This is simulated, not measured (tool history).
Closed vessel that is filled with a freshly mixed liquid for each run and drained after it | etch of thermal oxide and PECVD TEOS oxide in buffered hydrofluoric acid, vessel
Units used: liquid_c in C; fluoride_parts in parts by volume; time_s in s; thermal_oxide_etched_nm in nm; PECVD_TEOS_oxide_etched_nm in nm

{"run": 1, "hour": 0.0, "liquid_c": 23, "fluoride_parts": 16, "time_s": 60, "thermal_oxide_etched_nm": 42.127, "PECVD_TEOS_oxide_etched_nm": 85.375}
{"run": 2, "hour": 7.5, "liquid_c": 25, "fluoride_parts": 16, "time_s": 60, "thermal_oxide_etched_nm": 48.308, "PECVD_TEOS_oxide_etched_nm": 95.47}
{"run": 3, "hour": 15.4, "liquid_c": 25, "fluoride_parts": 19.5, "time_s": 60, "thermal_oxide_etched_nm": 39.128, "PECVD_TEOS_oxide_etched_nm": 79.213}
{"run": 4, "hour": 19.7, "liquid_c": 26.5, "fluoride_parts": 19.5, "time_s": 60, "thermal_oxide_etched_nm": 42.642, "PECVD_TEOS_oxide_etched_nm": 85.163}
{"run": 5, "hour": 27.6, "liquid_c": 24.5, "fluoride_parts": 19.5, "time_s": 60, "thermal_oxide_etched_nm": 38.822, "PECVD_TEOS_oxide_etched_nm": 75.361}
{"run": 6, "hour": 29.7, "liquid_c": 24.5, "fluoride_parts": 16.5, "time_s": 60, "thermal_oxide_etched_nm": 44.837, "PECVD_TEOS_oxide_etched_nm": 90.762}
{"hour": 31.2, "done": "hydrofluoric acid flow meter replaced"}
{"run": 7, "hour": 31.2, "liquid_c": 25.5, "fluoride_parts": 16.5, "time_s": 60, "thermal_oxide_etched_nm": 44.457, "PECVD_TEOS_oxide_etched_nm": 88.109}

Estimate the outcome of run 8 from the log above:
{"run": 8, "hour": 33.8, "liquid_c": 26, "fluoride_parts": 15.5, "time_s": 60, "thermal_oxide_etched_nm": "?", "PECVD_TEOS_oxide_etched_nm": "?"}

For run 8 the tool returned thermal_oxide_etched_nm 48.54 nm, PECVD_TEOS_oxide_etched_nm 97.23 nm.

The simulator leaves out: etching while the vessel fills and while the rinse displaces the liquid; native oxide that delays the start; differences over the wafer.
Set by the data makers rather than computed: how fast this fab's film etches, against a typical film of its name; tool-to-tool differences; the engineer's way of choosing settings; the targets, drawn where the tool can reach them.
